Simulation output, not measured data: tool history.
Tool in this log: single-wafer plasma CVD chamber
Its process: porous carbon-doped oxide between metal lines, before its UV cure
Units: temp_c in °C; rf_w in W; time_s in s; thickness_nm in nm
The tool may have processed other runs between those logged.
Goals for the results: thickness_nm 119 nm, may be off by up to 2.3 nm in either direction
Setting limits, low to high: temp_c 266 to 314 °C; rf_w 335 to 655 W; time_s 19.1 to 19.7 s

run,day,temp_c,rf_w,time_s,thickness_nm
1,0,290,495,19.1,108.3
2,0.171,290,495,19.1,108.4
3,0.512,290,455,19.1,104.41
4,0.817,290,400,19.1,97.796
5,1.104,286,415,19.1,102.21
6,1.379,277,415,19.1,108.01
7,1.546,275,420,19.1,108.82
8,1.65,274,430,19.1,111.02
9,1.858,273,435,19.1,112.68
10,2.067,272,440,19.1,114.36

Exactly one of the 5 candidate moves below puts every result within its allowed miss. Which one?
A,2.275,276,440,19.1,?
B,2.275,278,485,19.7,?
C,2.275,273,415,19.3,?
D,2.275,268,425,19.1,?
E,2.275,266,365,19.7,?

move,thickness_nm
A,110.99
B,118.31
C,110.65
D,114.14
E,110.13
A: the biggest miss grows against the last run
B: all results land within tolerance of their targets
C: the biggest miss grows against the last run
D: no nearer and no further than the last run
E: the biggest miss grows against the last run
The move that meets every target is B.
